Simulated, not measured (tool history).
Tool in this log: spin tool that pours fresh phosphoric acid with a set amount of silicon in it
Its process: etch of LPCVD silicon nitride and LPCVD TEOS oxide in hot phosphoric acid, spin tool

run	day	temperature setpoint of the liquid (K)	silicon dissolved in the acid as it is poured (mg a litre)	time under the liquid (s)	thickness taken off the LPCVD silicon nitride on a monitor wafer (Å)	thickness taken off the LPCVD TEOS oxide on a monitor wafer (Å)
1	0	433.15	9	180	168.81	8.4664
2	0.296	433.65	10	185	174.78	8.5232
3	0.338	433.65	10	155	144.46	7.6495
4	0.662	433.65	10	165	156.01	7.9575
5	0.742	433.65	13	165	156.03	7.6524
6	1.096	433.65	15.5	165	156.69	6.9048
7	1.283	434.15	15.5	170	165.82	7.3589
8	1.462	434.65	15.5	175	173.39	8.253
9	1.817	435.15	16	180	176.41	8.2932

What will run 10 give?
10	2.112	435.65	16	185	?	?

thickness taken off the LPCVD silicon nitride on a monitor wafer (Å): 186.62
thickness taken off the LPCVD TEOS oxide on a monitor wafer (Å): 8.513
